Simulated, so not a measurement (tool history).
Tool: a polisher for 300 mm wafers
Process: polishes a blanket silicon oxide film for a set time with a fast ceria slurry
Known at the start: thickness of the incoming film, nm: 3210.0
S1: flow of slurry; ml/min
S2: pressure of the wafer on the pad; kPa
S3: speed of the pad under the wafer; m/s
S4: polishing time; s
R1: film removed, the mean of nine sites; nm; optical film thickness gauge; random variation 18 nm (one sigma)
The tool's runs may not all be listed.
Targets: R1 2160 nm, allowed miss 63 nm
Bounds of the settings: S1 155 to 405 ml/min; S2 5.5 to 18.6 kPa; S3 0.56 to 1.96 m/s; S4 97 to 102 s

| run | hour | S1 | S2 | S3 | S4 | R1 |
|---|---|---|---|---|---|---|
| 1 | 0 | 260 | 11.7 | 1.26 | 97 | 1346.6 |
| 2 | 7.4 | 260 | 13.1 | 1.26 | 97 | 1496.2 |
| 3 | 13.8 | 320 | 13.1 | 1.26 | 97 | 1511.7 |
| 4 | 16.1 | 320 | 13.1 | 1.12 | 97 | 1357.6 |
| 5 | 22.9 | 320 | 15.2 | 1.12 | 97 | 1547.2 |
| 6 | 28.2 | 285 | 15.2 | 1.12 | 97 | 1509.9 |
| 7 | 33 | 290 | 16.5 | 1.16 | 97 | 1698.7 |
| 8 | 34.3 | 295 | 17.2 | 1.2 | 97 | 1839.3 |
| 9 | 42.6 | 300 | 17.9 | 1.22 | 97 | 1948.3 |
| 10 | 49.8 | 305 | 17.9 | 1.24 | 97 | 1964.6 |
| 11 | 51.7 | 305 | 17.9 | 1.26 | 97 | 1980.2 |
| 12 | 58.4 | 305 | 17.9 | 1.28 | 97 | 1999.8 |

Which of these 4 next moves meets every target?
| A | 65.1 | 375 | 18.6 | 1.22 | 102 | ? |
| B | 65.1 | 260 | 17.2 | 1.44 | 102 | ? |
| C | 65.1 | 285 | 18.6 | 1.36 | 102 | ? |
| D | 65.1 | 360 | 17.9 | 1.42 | 100 | ? |

| move | R1 |
|---|---|
| A | 2141.1 |
| B | 2265.2 |
| C | 2322.5 |
| D | 2342.2 |
A: meets every target
B: takes the result that was furthest off past its target
C: takes the result that was furthest off past its target
D: takes the result that was furthest off past its target
The right move is A.
